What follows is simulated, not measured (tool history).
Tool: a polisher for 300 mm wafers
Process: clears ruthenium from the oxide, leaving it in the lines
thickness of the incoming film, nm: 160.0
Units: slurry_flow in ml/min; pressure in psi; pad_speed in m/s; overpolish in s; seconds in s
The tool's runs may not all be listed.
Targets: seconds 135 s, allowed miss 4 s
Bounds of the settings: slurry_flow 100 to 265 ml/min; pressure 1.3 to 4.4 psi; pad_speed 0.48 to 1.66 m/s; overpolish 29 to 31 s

run,hour,slurry_flow,pressure,pad_speed,overpolish,seconds
1,0,170,2.8,1.06,29,122.9
2,2.5,170,2.8,1.22,29,106.93
3,4.6,165,2.6,1.22,29,115.58
4,11.3,190,2.6,1.22,29,110.92
5,18.9,175,2.5,1.22,29,119.38
6,21.1,175,2.3,1.22,29,129.39
7,26,170,2.3,1.22,29,126.93
8,31.5,170,2.1,1.22,29,141.62
9,39.7,170,2.1,1.22,29,139.7
10,45.3,175,2.1,1.22,29,138.84

Which of these 4 next moves meets every target?
A,50.9,145,2.1,1.2,31,?
B,50.9,160,2,1.26,29,?
C,50.9,190,2.4,1.02,31,?
D,50.9,175,2.2,1.2,31,?

move,seconds
A,147.93
B,144.5
C,143.89
D,135.73
A: further off than the last run
B: further off than the last run
C: further off than the last run
D: meets every target
The right move is D.

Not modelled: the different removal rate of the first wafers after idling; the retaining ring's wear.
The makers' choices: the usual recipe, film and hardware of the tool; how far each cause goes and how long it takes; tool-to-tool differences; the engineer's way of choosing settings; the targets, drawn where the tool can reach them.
